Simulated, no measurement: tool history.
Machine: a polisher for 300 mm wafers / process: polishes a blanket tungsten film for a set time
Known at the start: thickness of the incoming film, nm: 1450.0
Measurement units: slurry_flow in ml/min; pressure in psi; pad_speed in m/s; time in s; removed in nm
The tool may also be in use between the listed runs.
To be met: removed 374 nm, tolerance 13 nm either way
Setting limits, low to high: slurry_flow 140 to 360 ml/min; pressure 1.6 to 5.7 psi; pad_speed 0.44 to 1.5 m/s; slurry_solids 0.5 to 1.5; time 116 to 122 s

run    day  slurry_flow  pressure  pad_speed  slurry_solids  time  removed
  1      0          230       3.6       0.96              1   116   464.79
  2  0.183          230       3.6       1.16              1   116    554.8
  3  0.429          230       3.2       1.16              1   116   509.84
  4  0.646          230       2.8       1.16              1   116   458.27
  5    0.9          190       2.8       1.16              1   116   449.58
  6  1.175          190       2.8       1.16              1   116   449.78
  7  1.358          190       2.6       1.16              1   116   419.25
  8  1.596          190       2.5       1.16              1   116   404.71

Exactly one of the 5 candidate moves below puts every result within its allowed miss. Which one?
  A  1.833          215       3.3       0.92           1.35   116        ?
  B  1.833          195       2.6        1.1              1   116        ?
  C  1.833          180       2.5        1.1            0.9   116        ?
  D  1.833          180         2        1.3           1.05   120        ?
  E  1.833          165       2.5       1.18           1.15   116        ?

move  removed
   A   439.67
   B   400.72
   C   376.46
   D   400.37
   E   415.37
A: its largest miss is bigger than the last run's
B: an improvement on the last run, though not all results are within tolerance
C: all results in spec
D: an improvement on the last run, though not all results are within tolerance
E: its largest miss is bigger than the last run's
The move that meets every target is C.
